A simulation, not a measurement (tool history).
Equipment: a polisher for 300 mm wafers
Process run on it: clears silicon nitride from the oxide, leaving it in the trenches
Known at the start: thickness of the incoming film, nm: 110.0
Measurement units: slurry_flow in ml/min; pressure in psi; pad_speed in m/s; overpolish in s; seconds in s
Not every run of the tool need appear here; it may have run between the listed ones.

run,hour,slurry_flow,pressure,pad_speed,overpolish,seconds
1,0,225,2.2,1.1,26,140.52
2,2.7,260,2.2,1.1,26,142.3
3,10.6,235,2.2,1.1,26,146.17
4,14.4,235,2.2,1.2,26,129.97
5,22.5,235,2,1.12,26,153.66
6,27.7,235,2,1,26,171.55
7,29.1,235,1.8,0.96,26,190.66

Forecast run 8:
8,36.8,235,1.7,0.92,26,?

Run 8 yielded seconds 209.22 s.
